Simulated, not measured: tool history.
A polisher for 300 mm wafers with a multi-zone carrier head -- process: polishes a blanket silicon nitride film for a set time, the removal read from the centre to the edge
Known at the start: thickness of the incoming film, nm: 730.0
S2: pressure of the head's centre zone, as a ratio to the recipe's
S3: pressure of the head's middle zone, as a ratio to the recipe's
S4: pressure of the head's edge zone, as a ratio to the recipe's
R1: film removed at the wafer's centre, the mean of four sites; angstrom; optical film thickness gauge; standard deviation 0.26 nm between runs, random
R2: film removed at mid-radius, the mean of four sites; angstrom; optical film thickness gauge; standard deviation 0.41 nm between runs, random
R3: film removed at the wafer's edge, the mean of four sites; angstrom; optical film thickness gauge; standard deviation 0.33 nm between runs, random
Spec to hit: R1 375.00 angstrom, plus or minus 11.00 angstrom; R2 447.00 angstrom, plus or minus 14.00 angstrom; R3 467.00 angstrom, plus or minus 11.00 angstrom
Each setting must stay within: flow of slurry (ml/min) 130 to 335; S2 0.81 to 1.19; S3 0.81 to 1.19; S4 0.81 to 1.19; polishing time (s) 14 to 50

Run 1, day 0.000: flow of slurry (ml/min) 215, S2 1.00, S3 1.00, S4 1.00, polishing time (s) 32. Result: R1 679.05 angstrom, R2 684.06 angstrom, R3 690.49 angstrom.
Run 2, day 0.296: flow of slurry (ml/min) 195, S2 0.94, S3 0.98, S4 0.99, polishing time (s) 29. Result: R1 571.38 angstrom, R2 611.35 angstrom, R3 615.43 angstrom.
Run 3, day 0.567: flow of slurry (ml/min) 180, S2 0.90, S3 0.96, S4 0.99, polishing time (s) 27. Result: R1 502.67 angstrom, R2 543.15 angstrom, R3 566.05 angstrom.
Run 4, day 0.904: flow of slurry (ml/min) 180, S2 0.90, S3 0.96, S4 0.99, polishing time (s) 21. Result: R1 395.57 angstrom, R2 426.02 angstrom, R3 437.05 angstrom.
Run 5, day 1.221: flow of slurry (ml/min) 180, S2 0.90, S3 0.96, S4 0.99, polishing time (s) 25. Result: R1 465.46 angstrom, R2 509.09 angstrom, R3 521.34 angstrom.
At day 1.571: slurry nozzle cleaned.
Run 6, day 1.571: flow of slurry (ml/min) 180, S2 0.90, S3 0.96, S4 0.94, polishing time (s) 25. Result: R1 482.50 angstrom, R2 522.56 angstrom, R3 523.93 angstrom.
Run 7, day 1.688: flow of slurry (ml/min) 175, S2 0.88, S3 0.97, S4 0.98, polishing time (s) 24. Result: R1 451.09 angstrom, R2 507.64 angstrom, R3 509.62 angstrom.
Run 8, day 1.833: flow of slurry (ml/min) 170, S2 0.86, S3 0.96, S4 0.99, polishing time (s) 23. Result: R1 423.16 angstrom, R2 474.59 angstrom, R3 491.77 angstrom.
Run 9, day 2.025: flow of slurry (ml/min) 165, S2 0.84, S3 0.97, S4 1.00, polishing time (s) 22. Result: R1 392.14 angstrom, R2 452.40 angstrom, R3 473.30 angstrom.

Consider the 4 candidate settings below. Which is the only one whose results all fall within their allowed miss of target?
Run A, day 2.217: flow of slurry (ml/min) 180, S2 0.81, S3 0.99, S4 1.00, polishing time (s) 23. Result: R1 ?, R2 ?, R3 ?.
Run B, day 2.217: flow of slurry (ml/min) 130, S2 0.81, S3 0.93, S4 0.94, polishing time (s) 23. Result: R1 ?, R2 ?, R3 ?.
Run C, day 2.217: flow of slurry (ml/min) 170, S2 0.82, S3 1.02, S4 0.99, polishing time (s) 23. Result: R1 ?, R2 ?, R3 ?.
Run D, day 2.217: flow of slurry (ml/min) 130, S2 0.81, S3 1.01, S4 1.03, polishing time (s) 23. Result: R1 ?, R2 ?, R3 ?.

move      R1      R2      R3
   A  398.79  494.83  496.73
   B  375.98  449.04  464.69
   C  400.10  501.51  491.15
   D  376.17  476.52  485.06
A: lands further from the targets than the last run did
B: meets every target
C: lands further from the targets than the last run did
D: meets the target for the result that was furthest off, but another lies outside its allowed miss
B is the move that brings every result within its allowed miss.

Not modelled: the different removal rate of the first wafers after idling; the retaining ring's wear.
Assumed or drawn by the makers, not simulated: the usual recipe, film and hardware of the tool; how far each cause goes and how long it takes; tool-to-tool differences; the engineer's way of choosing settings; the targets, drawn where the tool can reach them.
